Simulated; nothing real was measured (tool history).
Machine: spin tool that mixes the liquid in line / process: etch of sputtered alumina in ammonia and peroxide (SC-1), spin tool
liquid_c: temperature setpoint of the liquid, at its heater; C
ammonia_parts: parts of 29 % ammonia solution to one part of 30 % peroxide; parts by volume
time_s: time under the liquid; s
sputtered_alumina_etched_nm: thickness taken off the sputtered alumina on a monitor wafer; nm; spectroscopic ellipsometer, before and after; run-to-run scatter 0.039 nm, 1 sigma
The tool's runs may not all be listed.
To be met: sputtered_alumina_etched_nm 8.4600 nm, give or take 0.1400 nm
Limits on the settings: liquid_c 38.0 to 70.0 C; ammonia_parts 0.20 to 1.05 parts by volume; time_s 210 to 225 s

| run | hour | liquid_c | ammonia_parts | time_s | sputtered_alumina_etched_nm |
|---|---|---|---|---|---|
| 1 | 0.0 | 54.0 | 0.55 | 210 | 11.4310 |
| 2 | 7.2 | 54.0 | 0.55 | 225 | 12.1630 |
| 3 | 15.3 | 58.5 | 0.55 | 225 | 15.4620 |
| 4 | 16.0 | 56.5 | 0.55 | 225 | 13.9720 |
| 5 | 21.7 | 51.5 | 0.55 | 225 | 10.6460 |
| 6 | 29.6 | 51.5 | 0.75 | 225 | 11.0250 |
| 7 | 30.9 | 51.0 | 0.75 | 225 | 10.7180 |
| 8 | 37.7 | 50.5 | 0.75 | 225 | 10.2910 |
| 9 | 40.9 | 50.0 | 0.75 | 225 | 10.1110 |
| 10 | 43.1 | 46.0 | 0.75 | 225 | 8.1576 |

Exactly one of the 4 candidate moves below puts every result within its allowed miss. Which one?
| A | 45.3 | 47.5 | 0.80 | 215 | ? |
| B | 45.3 | 46.5 | 0.70 | 220 | ? |
| C | 45.3 | 47.5 | 0.70 | 225 | ? |
| D | 45.3 | 46.0 | 0.70 | 220 | ? |

| move | sputtered_alumina_etched_nm |
|---|---|
| A | 8.4439 |
| B | 8.0657 |
| C | 8.7253 |
| D | 7.8413 |
A: every result lands within tolerance
B: the biggest miss grows against the last run
C: carries the result that was furthest off beyond its target, to the other side
D: the biggest miss grows against the last run
A is the move that brings every result within its allowed miss.

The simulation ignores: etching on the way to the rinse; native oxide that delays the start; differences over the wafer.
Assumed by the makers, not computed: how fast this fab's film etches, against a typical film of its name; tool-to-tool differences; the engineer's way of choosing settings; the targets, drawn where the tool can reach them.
